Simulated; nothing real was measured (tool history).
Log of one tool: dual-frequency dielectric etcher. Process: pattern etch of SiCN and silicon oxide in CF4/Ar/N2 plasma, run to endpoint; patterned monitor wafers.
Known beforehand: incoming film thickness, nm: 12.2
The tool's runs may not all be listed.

Run 1, hour 0.0: source power (W) 480, bias power (W) 54, Ar flow (sccm) 120, CF4 flow (sccm) 51. Result: endpoint time (s) 15.880.
Run 2, hour 6.3: source power (W) 480, bias power (W) 50, Ar flow (sccm) 120, CF4 flow (sccm) 51. Result: endpoint time (s) 16.027.
Run 3, hour 10.4: source power (W) 440, bias power (W) 49, Ar flow (sccm) 121, CF4 flow (sccm) 51. Result: endpoint time (s) 17.806.
Run 4, hour 11.7: source power (W) 420, bias power (W) 49, Ar flow (sccm) 121, CF4 flow (sccm) 51. Result: endpoint time (s) 18.659.
Run 5, hour 12.9: source power (W) 410, bias power (W) 49, Ar flow (sccm) 121, CF4 flow (sccm) 51. Result: endpoint time (s) 19.097.
Run 6, hour 16.1: source power (W) 410, bias power (W) 49, Ar flow (sccm) 109, CF4 flow (sccm) 51. Result: endpoint time (s) 18.581.

What will run 7 give?
Run 7, hour 17.1: source power (W) 390, bias power (W) 49, Ar flow (sccm) 109, CF4 flow (sccm) 51. Result: endpoint time (s) ?.

Logged for run 7: endpoint time (s) 19.710.
